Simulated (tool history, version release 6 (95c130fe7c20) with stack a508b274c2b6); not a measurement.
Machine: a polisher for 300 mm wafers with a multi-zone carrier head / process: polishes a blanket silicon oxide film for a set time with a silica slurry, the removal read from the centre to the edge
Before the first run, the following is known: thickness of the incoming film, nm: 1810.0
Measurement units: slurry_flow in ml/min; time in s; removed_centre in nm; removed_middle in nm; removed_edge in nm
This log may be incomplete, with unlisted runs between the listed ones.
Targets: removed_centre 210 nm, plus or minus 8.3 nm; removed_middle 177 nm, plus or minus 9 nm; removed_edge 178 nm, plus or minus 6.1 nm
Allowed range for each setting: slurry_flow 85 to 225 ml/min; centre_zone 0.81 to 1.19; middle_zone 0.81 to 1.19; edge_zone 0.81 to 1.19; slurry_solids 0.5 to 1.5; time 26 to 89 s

{"run": 1, "hour": 0.0, "slurry_flow": 145, "centre_zone": 1, "middle_zone": 1, "edge_zone": 1, "slurry_solids": 1, "time": 57, "removed_centre": 264.66, "removed_middle": 263.93, "removed_edge": 271.93}
{"run": 2, "hour": 6.2, "slurry_flow": 145, "centre_zone": 1.02, "middle_zone": 0.99, "edge_zone": 0.97, "slurry_solids": 0.9, "time": 56, "removed_centre": 250.05, "removed_middle": 250.35, "removed_edge": 245.03}
{"run": 3, "hour": 9.8, "slurry_flow": 145, "centre_zone": 0.97, "middle_zone": 0.99, "edge_zone": 0.97, "slurry_solids": 0.9, "time": 56, "removed_centre": 240.35, "removed_middle": 248.23, "removed_edge": 249.97}
{"run": 4, "hour": 17.2, "slurry_flow": 145, "centre_zone": 0.97, "middle_zone": 0.99, "edge_zone": 1.04, "slurry_solids": 0.9, "time": 56, "removed_centre": 236.18, "removed_middle": 250.71, "removed_edge": 257.15}
{"run": 5, "hour": 25.2, "slurry_flow": 140, "centre_zone": 1, "middle_zone": 0.96, "edge_zone": 1.01, "slurry_solids": 0.85, "time": 56, "removed_centre": 239.2, "removed_middle": 233.05, "removed_edge": 247.22}
{"run": 6, "hour": 32.4, "slurry_flow": 140, "centre_zone": 1, "middle_zone": 0.88, "edge_zone": 1.01, "slurry_solids": 0.85, "time": 56, "removed_centre": 240.22, "removed_middle": 214.2, "removed_edge": 241.83}
{"run": 7, "hour": 40.1, "slurry_flow": 140, "centre_zone": 1.01, "middle_zone": 0.88, "edge_zone": 0.98, "slurry_solids": 0.8, "time": 56, "removed_centre": 233.3, "removed_middle": 209.23, "removed_edge": 234.58}
{"run": 8, "hour": 43.9, "slurry_flow": 140, "centre_zone": 1.03, "middle_zone": 0.88, "edge_zone": 0.95, "slurry_solids": 0.75, "time": 55, "removed_centre": 221.31, "removed_middle": 201.67, "removed_edge": 217.36}
{"hour": 47.1, "done": "edge zone pressure recalibrated"}
{"run": 9, "hour": 47.1, "slurry_flow": 135, "centre_zone": 1.05, "middle_zone": 0.87, "edge_zone": 0.93, "slurry_solids": 0.75, "time": 55, "removed_centre": 224.13, "removed_middle": 190.69, "removed_edge": 204.95}
{"run": 10, "hour": 50.8, "slurry_flow": 135, "centre_zone": 1.05, "middle_zone": 0.87, "edge_zone": 0.93, "slurry_solids": 0.75, "time": 55, "removed_centre": 226.25, "removed_middle": 192.37, "removed_edge": 205.75}
{"run": 11, "hour": 58.4, "slurry_flow": 130, "centre_zone": 1.05, "middle_zone": 0.87, "edge_zone": 0.92, "slurry_solids": 0.75, "time": 55, "removed_centre": 221.68, "removed_middle": 184.18, "removed_edge": 204.28}
{"run": 12, "hour": 60.2, "slurry_flow": 130, "centre_zone": 1.06, "middle_zone": 0.88, "edge_zone": 0.9, "slurry_solids": 0.75, "time": 55, "removed_centre": 229.9, "removed_middle": 196.27, "removed_edge": 201.69}

Below are 4 possible settings for the next run. Only one of them brings all results inside the allowed miss of their targets. Which is it?
{"run": "A", "hour": 62.0, "slurry_flow": 170, "centre_zone": 1.06, "middle_zone": 1.16, "edge_zone": 0.9, "slurry_solids": 0.8, "time": 44, "removed_centre": "?", "removed_middle": "?", "removed_edge": "?"}
{"run": "B", "hour": 62.0, "slurry_flow": 120, "centre_zone": 1.08, "middle_zone": 0.87, "edge_zone": 0.83, "slurry_solids": 0.75, "time": 51, "removed_centre": "?", "removed_middle": "?", "removed_edge": "?"}
{"run": "C", "hour": 62.0, "slurry_flow": 145, "centre_zone": 0.9, "middle_zone": 0.91, "edge_zone": 0.98, "slurry_solids": 0.8, "time": 56, "removed_centre": "?", "removed_middle": "?", "removed_edge": "?"}
{"run": "D", "hour": 62.0, "slurry_flow": 160, "centre_zone": 0.94, "middle_zone": 0.89, "edge_zone": 0.96, "slurry_solids": 0.65, "time": 62, "removed_centre": "?", "removed_middle": "?", "removed_edge": "?"}

move=A removed_centre=196.42 removed_middle=210.2 removed_edge=174.03
move=B removed_centre=203.51 removed_middle=175.48 removed_edge=177.16
move=C removed_centre=204.33 removed_middle=217.25 removed_edge=226.02
move=D removed_centre=209.32 removed_middle=209.13 removed_edge=217.71
A: meets the target for the result that was furthest off, but another lies outside its allowed miss
B: each result inside its tolerance
C: lands further from the targets than the last run did
D: lands further from the targets than the last run did
Correct choice: B, which meets every target
